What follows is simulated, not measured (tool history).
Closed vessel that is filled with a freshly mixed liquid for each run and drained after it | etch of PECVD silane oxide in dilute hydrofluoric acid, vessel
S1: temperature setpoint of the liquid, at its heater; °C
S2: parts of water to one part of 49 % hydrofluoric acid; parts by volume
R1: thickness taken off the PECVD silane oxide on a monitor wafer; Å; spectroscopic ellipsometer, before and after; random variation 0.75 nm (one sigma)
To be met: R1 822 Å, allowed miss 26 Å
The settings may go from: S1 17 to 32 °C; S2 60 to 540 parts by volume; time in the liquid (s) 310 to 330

run 1 hour=0 | S1=24 S2=300 time_in_the_liquid_(s)=310 | R1=218.29
run 2 hour=1.7 | S1=25.5 S2=240 time_in_the_liquid_(s)=310 | R1=306.96
run 3 hour=3.3 | S1=27 S2=200 time_in_the_liquid_(s)=310 | R1=410.08
run 4 hour=5.7 | S1=28 S2=175 time_in_the_liquid_(s)=310 | R1=489.63
run 5 hour=9.2 | S1=31 S2=175 time_in_the_liquid_(s)=310 | R1=554.28
run 6 hour=11.5 | S1=31 S2=155 time_in_the_liquid_(s)=310 | R1=647.48
run 7 hour=15 | S1=32 S2=105 time_in_the_liquid_(s)=310 | R1=1070.4
run 8 hour=17.8 | S1=30.5 S2=105 time_in_the_liquid_(s)=310 | R1=990.25
run 9 hour=20.3 | S1=29.5 S2=105 time_in_the_liquid_(s)=310 | R1=966.21
run 10 hour=23.5 | S1=28.5 S2=105 time_in_the_liquid_(s)=310 | R1=919.7
run 11 hour=31.3 | S1=27.5 S2=105 time_in_the_liquid_(s)=310 | R1=883.68
run 12 hour=36.8 | S1=27 S2=105 time_in_the_liquid_(s)=310 | R1=864.12
run 13 hour=40.6 | S1=26.5 S2=105 time_in_the_liquid_(s)=310 | R1=848.1

5 next moves are on the table. One of them brings every result within its allowed miss. Which?
run A hour=44.4 | S1=27 S2=105 time_in_the_liquid_(s)=310 | R1=?
run B hour=44.4 | S1=27.5 S2=120 time_in_the_liquid_(s)=315 | R1=?
run C hour=44.4 | S1=26 S2=115 time_in_the_liquid_(s)=315 | R1=?
run D hour=44.4 | S1=25.5 S2=110 time_in_the_liquid_(s)=330 | R1=?
run E hour=44.4 | S1=25.5 S2=100 time_in_the_liquid_(s)=320 | R1=?

move=A R1=870.74
move=B R1=774.47
move=C R1=767.76
move=D R1=829.72
move=E R1=895.83
A: further off than the last run
B: takes the result that was furthest off past its target
C: takes the result that was furthest off past its target
D: meets every target
E: further off than the last run
Answer: D
